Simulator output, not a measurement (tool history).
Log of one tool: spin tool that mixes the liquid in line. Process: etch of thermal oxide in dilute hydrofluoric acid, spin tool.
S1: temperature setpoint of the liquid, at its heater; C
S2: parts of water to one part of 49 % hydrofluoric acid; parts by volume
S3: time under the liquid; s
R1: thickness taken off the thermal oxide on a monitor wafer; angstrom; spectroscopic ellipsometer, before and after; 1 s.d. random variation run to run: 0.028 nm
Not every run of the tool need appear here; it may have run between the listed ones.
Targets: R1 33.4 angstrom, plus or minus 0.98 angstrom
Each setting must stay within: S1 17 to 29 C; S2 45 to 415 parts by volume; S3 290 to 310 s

Run 1, hour 0: S1 21 C, S2 230 parts by volume, S3 290 s. Result: R1 49.928 angstrom.
Run 2, hour 8.7: S1 19 C, S2 230 parts by volume, S3 290 s. Result: R1 46.558 angstrom.
Run 3, hour 13.2: S1 18.5 C, S2 240 parts by volume, S3 290 s. Result: R1 43.458 angstrom.
Run 4, hour 18.3: S1 18.5 C, S2 200 parts by volume, S3 290 s. Result: R1 54.414 angstrom.
Run 5, hour 21.4: S1 22 C, S2 200 parts by volume, S3 290 s. Result: R1 60.925 angstrom.
Run 6, hour 26: S1 22 C, S2 120 parts by volume, S3 290 s. Result: R1 111.96 angstrom.
Run 7, hour 32.4: S1 21 C, S2 150 parts by volume, S3 290 s. Result: R1 82.665 angstrom.
Run 8, hour 34.6: S1 20 C, S2 175 parts by volume, S3 290 s. Result: R1 66.489 angstrom.
Run 9, hour 42: S1 17 C, S2 265 parts by volume, S3 290 s. Result: R1 36.963 angstrom.
Run 10, hour 45.3: S1 17 C, S2 270 parts by volume, S3 290 s. Result: R1 35.637 angstrom.
Run 11, hour 53.9: S1 17 C, S2 270 parts by volume, S3 290 s. Result: R1 34.814 angstrom.
At hour 60.1: hydrofluoric acid flow meter replaced.
Run 12, hour 60.1: S1 17 C, S2 275 parts by volume, S3 290 s. Result: R1 32.252 angstrom.

4 next moves are on the table. One of them brings every result within its allowed miss. Which?
Run A, hour 66.3: S1 17.5 C, S2 305 parts by volume, S3 310 s. Result: R1 ?.
Run B, hour 66.3: S1 17 C, S2 280 parts by volume, S3 290 s. Result: R1 ?.
Run C, hour 66.3: S1 17 C, S2 295 parts by volume, S3 305 s. Result: R1 ?.
Run D, hour 66.3: S1 19 C, S2 295 parts by volume, S3 310 s. Result: R1 ?.

move      R1
   A  30.723
   B  31.375
   C  30.926
   D  33.882
A: misses by more than the last run did
B: misses by more than the last run did
C: misses by more than the last run did
D: every result lands within tolerance
The move that meets every target is D.
